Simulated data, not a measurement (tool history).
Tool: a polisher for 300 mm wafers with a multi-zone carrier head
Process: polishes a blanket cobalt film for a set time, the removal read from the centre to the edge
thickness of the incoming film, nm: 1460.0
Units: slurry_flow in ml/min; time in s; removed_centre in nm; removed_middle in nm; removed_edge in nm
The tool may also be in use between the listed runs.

Run 1, hour 0.0: slurry_flow 275 ml/min, centre_zone 1.00, middle_zone 1.00, edge_zone 1.00, time 33 s. Result: removed_centre 186.20 nm, removed_middle 190.84 nm, removed_edge 195.14 nm.
Run 2, hour 7.3: slurry_flow 275 ml/min, centre_zone 1.00, middle_zone 0.95, edge_zone 1.00, time 33 s. Result: removed_centre 184.54 nm, removed_middle 184.01 nm, removed_edge 196.86 nm.
Run 3, hour 8.0: slurry_flow 275 ml/min, centre_zone 1.00, middle_zone 0.98, edge_zone 1.00, time 33 s. Result: removed_centre 188.43 nm, removed_middle 187.13 nm, removed_edge 199.09 nm.
Run 4, hour 13.2: slurry_flow 275 ml/min, centre_zone 1.00, middle_zone 0.98, edge_zone 0.97, time 31 s. Result: removed_centre 177.58 nm, removed_middle 179.18 nm, removed_edge 176.01 nm.
Run 5, hour 14.5: slurry_flow 270 ml/min, centre_zone 0.99, middle_zone 0.95, edge_zone 0.95, time 30 s. Result: removed_centre 167.90 nm, removed_middle 167.32 nm, removed_edge 173.17 nm.
Run 6, hour 16.8: slurry_flow 225 ml/min, centre_zone 0.99, middle_zone 0.95, edge_zone 0.95, time 30 s. Result: removed_centre 164.46 nm, removed_middle 161.84 nm, removed_edge 168.82 nm.
Run 7, hour 21.7: slurry_flow 200 ml/min, centre_zone 1.00, middle_zone 0.98, edge_zone 0.85, time 26 s. Result: removed_centre 139.15 nm, removed_middle 142.77 nm, removed_edge 141.02 nm.
Run 8, hour 24.9: slurry_flow 210 ml/min, centre_zone 1.01, middle_zone 0.98, edge_zone 0.84, time 26 s. Result: removed_centre 140.70 nm, removed_middle 142.73 nm, removed_edge 135.06 nm.
Run 9, hour 27.8: slurry_flow 225 ml/min, centre_zone 1.05, middle_zone 1.00, edge_zone 0.89, time 27 s. Result: removed_centre 156.38 nm, removed_middle 152.07 nm, removed_edge 146.26 nm.
Run 10, hour 30.7: slurry_flow 220 ml/min, centre_zone 1.05, middle_zone 1.00, edge_zone 0.88, time 27 s. Result: removed_centre 154.81 nm, removed_middle 152.36 nm, removed_edge 146.65 nm.
Run 11, hour 31.4: slurry_flow 215 ml/min, centre_zone 1.05, middle_zone 1.00, edge_zone 0.87, time 27 s. Result: removed_centre 156.24 nm, removed_middle 150.86 nm, removed_edge 142.00 nm.
Run 12, hour 37.1: slurry_flow 210 ml/min, centre_zone 1.05, middle_zone 1.00, edge_zone 0.87, time 27 s. Result: removed_centre 157.49 nm, removed_middle 150.94 nm, removed_edge 146.10 nm.

Run 13 comes next. What will it give?
Run 13, hour 41.0: slurry_flow 210 ml/min, centre_zone 1.05, middle_zone 1.00, edge_zone 0.86, time 27 s. Result: removed_centre ?, removed_middle ?, removed_edge ?.

{"run 13": {"removed_centre": 152.45, "removed_middle": 150.98, "removed_edge": 146.2}}

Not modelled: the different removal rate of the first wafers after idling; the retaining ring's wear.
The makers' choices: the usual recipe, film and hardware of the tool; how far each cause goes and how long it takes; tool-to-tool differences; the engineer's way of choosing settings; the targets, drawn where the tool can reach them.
